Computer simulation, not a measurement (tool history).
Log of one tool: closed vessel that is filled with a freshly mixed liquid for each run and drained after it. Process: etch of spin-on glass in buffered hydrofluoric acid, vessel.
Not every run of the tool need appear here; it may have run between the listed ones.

run	hour	temperature setpoint of the liquid (C)	parts of 40 % ammonium fluoride to one part of 49 % hydrofluoric acid (parts by volume)	time in the liquid (s)	thickness taken off the spin-on glass on a monitor wafer (nm)
1	0.0	21.0	24.0	90	133.48
2	7.1	22.0	24.0	90	141.34
3	11.6	23.0	24.0	90	149.03
4	20.0	23.0	17.5	90	191.86
5	22.3	23.0	17.5	90	193.29
6	23.1	23.0	22.5	90	155.56
7	29.4	24.0	22.5	90	164.37
8	35.6	24.5	22.5	90	167.78
9	39.9	25.0	22.5	90	174.94

What does the tool deliver on the next run?
10	43.2	25.5	22.5	90	?

{"run 10": {"thickness taken off the spin-on glass on a monitor wafer (nm)": 179.0}}

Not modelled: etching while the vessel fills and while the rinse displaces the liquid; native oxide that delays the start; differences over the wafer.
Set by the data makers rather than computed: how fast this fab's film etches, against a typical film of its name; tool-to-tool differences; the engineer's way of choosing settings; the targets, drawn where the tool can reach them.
